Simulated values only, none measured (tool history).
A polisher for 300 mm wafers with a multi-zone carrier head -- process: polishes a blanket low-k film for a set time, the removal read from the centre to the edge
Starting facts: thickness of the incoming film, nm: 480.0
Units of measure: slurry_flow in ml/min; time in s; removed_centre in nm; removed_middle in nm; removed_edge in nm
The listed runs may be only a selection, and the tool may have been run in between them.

Run 1, hour 0: slurry_flow 185 ml/min, centre_zone 1, middle_zone 1, edge_zone 1, slurry_solids 1, time 43 s. Result: removed_centre 24.444 nm, removed_middle 24.672 nm, removed_edge 23.835 nm.
Run 2, hour 1.3: slurry_flow 205 ml/min, centre_zone 1.05, middle_zone 0.97, edge_zone 1.01, slurry_solids 1, time 43 s. Result: removed_centre 25.476 nm, removed_middle 24.515 nm, removed_edge 25.212 nm.
Run 3, hour 9.6: slurry_flow 205 ml/min, centre_zone 1.05, middle_zone 0.93, edge_zone 1.01, slurry_solids 1, time 43 s. Result: removed_centre 25.889 nm, removed_middle 23.706 nm, removed_edge 24.302 nm.
Run 4, hour 15.8: slurry_flow 245 ml/min, centre_zone 1.05, middle_zone 0.93, edge_zone 1.01, slurry_solids 1, time 43 s. Result: removed_centre 26.666 nm, removed_middle 24.209 nm, removed_edge 25.496 nm.
Run 5, hour 16.5: slurry_flow 245 ml/min, centre_zone 1.05, middle_zone 0.93, edge_zone 1.01, slurry_solids 1, time 36 s. Result: removed_centre 22.393 nm, removed_middle 20.144 nm, removed_edge 21.017 nm.
Run 6, hour 23: slurry_flow 245 ml/min, centre_zone 1, middle_zone 0.93, edge_zone 1.01, slurry_solids 1, time 36 s. Result: removed_centre 21.111 nm, removed_middle 20.427 nm, removed_edge 20.616 nm.
Run 7, hour 30.6: slurry_flow 250 ml/min, centre_zone 1.06, middle_zone 0.94, edge_zone 0.98, slurry_solids 1.1, time 36 s. Result: removed_centre 23.25 nm, removed_middle 20.792 nm, removed_edge 21.209 nm.

The next listed run, before its measurement:
Run 8, hour 37.9: slurry_flow 255 ml/min, centre_zone 1.1, middle_zone 0.95, edge_zone 0.98, slurry_solids 1.2, time 36 s. Result: removed_centre ?, removed_middle ?, removed_edge ?.

removed_centre: 24.678 nm
removed_middle: 21.438 nm
removed_edge: 21.829 nm
